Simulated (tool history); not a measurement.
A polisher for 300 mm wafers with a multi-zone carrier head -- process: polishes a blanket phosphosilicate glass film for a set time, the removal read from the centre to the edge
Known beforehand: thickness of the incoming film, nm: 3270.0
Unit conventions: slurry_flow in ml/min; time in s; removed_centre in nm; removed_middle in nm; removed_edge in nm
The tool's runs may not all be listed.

run  hour  slurry_flow  centre_zone  middle_zone  edge_zone  slurry_solids  time  removed_centre  removed_middle  removed_edge
  1   0.0          215         1.00         1.00       1.00           1.00    87          508.21          505.93        500.08
  2   1.0          215         1.07         1.00       1.00           1.00    87          542.40          502.02        498.67
  3   9.5          215         1.07         1.00       1.00           1.20    87          588.59          544.61        536.57
  4  14.1          225         1.06         1.01       1.05           1.30    88          607.28          580.79        578.30
  5  17.9          225         1.01         1.01       1.05           1.30    88          584.49          581.62        577.30
  6  23.6          260         1.01         1.01       1.05           1.30    88          579.13          589.83        580.64
  7  29.5          260         1.02         1.01       1.08           1.35    90          607.59          618.43        610.81
  8  33.9          260         1.02         1.00       1.10           1.40    92          631.95          622.86        640.09
  9  40.2          260         1.02         1.01       1.11           1.45    93          649.72          641.92        649.10
 10  46.2          265         1.02         1.01       1.12           1.45    95          664.22          663.10        676.34

Estimate the outcome of run 11 from the log above:
 11  48.2          315         1.04         1.03       1.17           1.45    95               ?               ?             ?

{"run 11": {"removed_centre": 701.09, "removed_middle": 688.48, "removed_edge": 697.86}}
